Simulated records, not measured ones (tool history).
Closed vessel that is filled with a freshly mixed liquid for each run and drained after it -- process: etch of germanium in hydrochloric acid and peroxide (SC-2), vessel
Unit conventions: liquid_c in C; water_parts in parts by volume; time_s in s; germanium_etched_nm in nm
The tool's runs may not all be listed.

run  hour  liquid_c  water_parts  time_s  germanium_etched_nm
  1   0.0      60.0          5.5      95               369.73
  2   1.2      56.5          5.5      95               329.59
  3   8.2      56.5          4.0      95               335.81
  4  17.5      54.0          4.0      95               306.76
  5  26.7      51.0          4.0      95               281.52
  6  30.9      49.5          4.0      95               265.01
  7  35.0      49.5          4.0      95               269.19

Predict the results of run 8:
  8  43.8      48.5          4.0      95                    ?

{"run 8": {"germanium_etched_nm": 258.98}}
